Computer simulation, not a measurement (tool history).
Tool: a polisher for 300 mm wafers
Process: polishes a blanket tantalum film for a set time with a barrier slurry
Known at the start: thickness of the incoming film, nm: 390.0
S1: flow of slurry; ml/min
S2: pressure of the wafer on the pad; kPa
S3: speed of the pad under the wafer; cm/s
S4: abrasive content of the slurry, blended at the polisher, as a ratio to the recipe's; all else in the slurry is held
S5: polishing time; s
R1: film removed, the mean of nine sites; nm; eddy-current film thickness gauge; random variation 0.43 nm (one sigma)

{"run": 1, "hour": 0.0, "S1": 300, "S2": 12.4, "S3": 102, "S4": 1.0, "S5": 27, "R1": 42.033}
{"run": 2, "hour": 3.6, "S1": 300, "S2": 13.1, "S3": 102, "S4": 1.0, "S5": 27, "R1": 44.125}
{"run": 3, "hour": 6.0, "S1": 300, "S2": 13.1, "S3": 102, "S4": 1.1, "S5": 27, "R1": 45.941}
{"run": 4, "hour": 9.0, "S1": 300, "S2": 13.1, "S3": 102, "S4": 1.1, "S5": 27, "R1": 45.087}
{"run": 5, "hour": 10.5, "S1": 300, "S2": 13.1, "S3": 102, "S4": 1.1, "S5": 24, "R1": 39.984}
{"run": 6, "hour": 18.3, "S1": 300, "S2": 13.1, "S3": 90, "S4": 1.1, "S5": 24, "R1": 35.594}
{"run": 7, "hour": 26.7, "S1": 300, "S2": 14.5, "S3": 90, "S4": 1.1, "S5": 24, "R1": 38.95}

Forecast run 8:
{"run": 8, "hour": 30.9, "S1": 315, "S2": 17.9, "S3": 98, "S4": 1.1, "S5": 24, "R1": "?"}

{"run 8": {"R1": 52.477}}
